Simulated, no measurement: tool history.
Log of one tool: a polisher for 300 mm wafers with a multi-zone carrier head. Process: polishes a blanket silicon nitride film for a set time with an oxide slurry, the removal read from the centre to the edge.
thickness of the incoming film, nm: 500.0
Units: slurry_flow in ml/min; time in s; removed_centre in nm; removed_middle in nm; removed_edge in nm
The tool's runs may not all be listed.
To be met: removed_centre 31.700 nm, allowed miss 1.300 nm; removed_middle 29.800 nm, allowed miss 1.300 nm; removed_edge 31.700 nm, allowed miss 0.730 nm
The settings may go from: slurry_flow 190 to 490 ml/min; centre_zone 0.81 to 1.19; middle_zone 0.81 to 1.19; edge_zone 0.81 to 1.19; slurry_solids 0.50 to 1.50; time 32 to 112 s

run,day,slurry_flow,centre_zone,middle_zone,edge_zone,slurry_solids,time,removed_centre,removed_middle,removed_edge
1,0.000,315,1.00,1.00,1.00,1.00,72,55.130,54.567,53.693
2,0.054,310,0.98,0.96,0.97,0.85,67,46.865,46.178,46.021
3,0.117,310,1.02,0.96,0.97,0.85,67,48.049,45.636,46.443
4,0.292,305,1.00,0.93,0.94,0.75,63,42.778,40.787,40.784
5,0.454,305,0.97,0.93,0.94,0.75,63,42.062,39.455,40.522
6,0.546,305,0.97,0.93,0.94,0.75,71,46.226,45.706,45.968
7,0.604,300,0.95,0.90,0.92,0.70,67,41.752,39.170,41.904
8,0.888,300,0.94,0.90,0.90,0.65,64,37.794,37.456,38.530
9,1.017,300,0.94,0.88,0.88,0.60,62,36.040,34.029,35.292
10,1.325,295,0.93,0.87,0.86,0.55,62,33.473,32.123,33.690
11,1.512,285,0.93,0.86,0.85,0.55,62,33.757,31.456,33.049
12,1.817,270,0.92,0.86,0.85,0.55,62,33.620,32.041,33.220
13,1.875,270,0.91,0.85,0.84,0.55,62,32.808,31.499,33.081

4 next moves are on the table. One of them brings every result within its allowed miss. Which?
A,1.933,255,0.91,0.95,0.81,0.60,56,?,?,?
B,1.933,265,0.91,0.89,0.81,0.55,62,?,?,?
C,1.933,190,0.96,0.87,0.91,0.60,57,?,?,?
D,1.933,285,0.85,0.94,0.81,0.90,52,?,?,?

move,removed_centre,removed_middle,removed_edge
A,30.878,32.773,30.349
B,33.010,33.185,32.448
C,32.157,30.159,31.921
D,32.079,36.129,33.674
A: takes the result that was furthest off past its target
B: further off than the last run
C: meets every target
D: further off than the last run
Move C is the one to make.
